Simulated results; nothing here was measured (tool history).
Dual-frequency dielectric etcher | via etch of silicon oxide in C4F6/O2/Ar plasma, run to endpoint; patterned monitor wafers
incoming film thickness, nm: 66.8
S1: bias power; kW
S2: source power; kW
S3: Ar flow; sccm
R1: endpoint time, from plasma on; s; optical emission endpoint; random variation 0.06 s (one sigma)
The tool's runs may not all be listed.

run 1 hour=0 | S1=0.419 S2=0.33 S3=368 | R1=18.04
run 2 hour=8 | S1=0.419 S2=0.33 S3=428 | R1=18.207
run 3 hour=10.2 | S1=0.449 S2=0.33 S3=428 | R1=17.893
run 4 hour=18.8 | S1=0.477 S2=0.33 S3=428 | R1=17.684
run 5 hour=24.4 | S1=0.402 S2=0.33 S3=428 | R1=18.505
run 6 hour=32.9 | S1=0.369 S2=0.33 S3=428 | R1=18.934
run 7 hour=33.6 | S1=0.42 S2=0.33 S3=427 | R1=18.319

Run 8 comes next. What will it give?
run 8 hour=34.6 | S1=0.459 S2=0.33 S3=427 | R1=?

R1: 17.798 s
